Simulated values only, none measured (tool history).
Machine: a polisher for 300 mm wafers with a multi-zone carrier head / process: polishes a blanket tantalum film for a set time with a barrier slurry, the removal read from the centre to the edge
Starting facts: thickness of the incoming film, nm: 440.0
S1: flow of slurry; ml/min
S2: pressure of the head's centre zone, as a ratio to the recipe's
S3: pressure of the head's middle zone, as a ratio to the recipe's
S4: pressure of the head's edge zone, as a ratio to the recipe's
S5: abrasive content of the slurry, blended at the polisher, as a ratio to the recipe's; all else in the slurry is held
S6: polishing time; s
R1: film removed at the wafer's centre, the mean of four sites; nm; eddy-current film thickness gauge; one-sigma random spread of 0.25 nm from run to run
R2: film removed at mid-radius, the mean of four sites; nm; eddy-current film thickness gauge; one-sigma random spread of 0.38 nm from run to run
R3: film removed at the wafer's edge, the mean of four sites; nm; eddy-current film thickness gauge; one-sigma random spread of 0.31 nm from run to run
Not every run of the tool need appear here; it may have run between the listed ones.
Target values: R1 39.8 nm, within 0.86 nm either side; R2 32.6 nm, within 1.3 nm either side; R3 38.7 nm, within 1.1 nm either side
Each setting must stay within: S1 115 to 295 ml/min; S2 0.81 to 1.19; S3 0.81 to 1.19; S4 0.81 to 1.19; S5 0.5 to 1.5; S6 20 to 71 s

{"run": 1, "hour": 0.0, "S1": 190, "S2": 1, "S3": 1, "S4": 1, "S5": 1, "S6": 45, "R1": 47.477, "R2": 48.283, "R3": 49.53}
{"run": 2, "hour": 6.1, "S1": 180, "S2": 1.01, "S3": 0.94, "S4": 0.98, "S5": 0.85, "S6": 44, "R1": 44.784, "R2": 43.664, "R3": 46.35}
{"run": 3, "hour": 13.7, "S1": 175, "S2": 1.04, "S3": 0.9, "S4": 0.99, "S5": 0.75, "S6": 42, "R1": 42.518, "R2": 39.017, "R3": 42.716}
{"run": 4, "hour": 17.4, "S1": 175, "S2": 1.04, "S3": 0.98, "S4": 0.99, "S5": 0.75, "S6": 42, "R1": 42.723, "R2": 42.731, "R3": 42.689}
{"run": 5, "hour": 19.9, "S1": 175, "S2": 1.04, "S3": 0.98, "S4": 0.91, "S5": 0.75, "S6": 42, "R1": 43.299, "R2": 41.066, "R3": 41.349}
{"run": 6, "hour": 26.7, "S1": 165, "S2": 1.03, "S3": 0.93, "S4": 0.89, "S5": 0.75, "S6": 42, "R1": 41.198, "R2": 39.54, "R3": 40.6}
{"hour": 34.9, "done": "slurry nozzle cleaned"}
{"run": 7, "hour": 34.9, "S1": 175, "S2": 1.05, "S3": 0.89, "S4": 0.93, "S5": 0.65, "S6": 41, "R1": 43.477, "R2": 38.416, "R3": 41.317}
{"run": 8, "hour": 38.9, "S1": 165, "S2": 1.06, "S3": 0.86, "S4": 0.95, "S5": 0.65, "S6": 40, "R1": 42.701, "R2": 36.469, "R3": 40.194}
{"run": 9, "hour": 41.6, "S1": 160, "S2": 1.06, "S3": 0.84, "S4": 0.98, "S5": 0.6, "S6": 39, "R1": 40.798, "R2": 33.739, "R3": 38.728}
{"run": 10, "hour": 42.8, "S1": 155, "S2": 1.06, "S3": 0.83, "S4": 0.99, "S5": 0.6, "S6": 39, "R1": 40.537, "R2": 33.693, "R3": 39.485}

Consider the 4 candidate settings below. Which is the only one whose results all fall within their allowed miss of target?
{"run": "A", "hour": 44.0, "S1": 150, "S2": 1.02, "S3": 0.92, "S4": 0.96, "S5": 0.5, "S6": 41, "R1": "?", "R2": "?", "R3": "?"}
{"run": "B", "hour": 44.0, "S1": 145, "S2": 1.05, "S3": 0.81, "S4": 0.99, "S5": 0.6, "S6": 39, "R1": "?", "R2": "?", "R3": "?"}
{"run": "C", "hour": 44.0, "S1": 170, "S2": 1.03, "S3": 0.81, "S4": 0.97, "S5": 0.5, "S6": 42, "R1": "?", "R2": "?", "R3": "?"}
{"run": "D", "hour": 44.0, "S1": 165, "S2": 1.01, "S3": 0.81, "S4": 1, "S5": 0.9, "S6": 37, "R1": "?", "R2": "?", "R3": "?"}

move=A R1=39.761 R2=37.21 R3=38.63
move=B R1=39.999 R2=33.042 R3=38.468
move=C R1=42.004 R2=35.269 R3=40.38
move=D R1=40.32 R2=34.552 R3=40.187
A: the furthest-off result lands on target, but another misses its tolerance
B: hits every target within its allowed miss
C: the biggest miss grows against the last run
D: the furthest-off result lands on target, but another misses its tolerance
The right move is B.
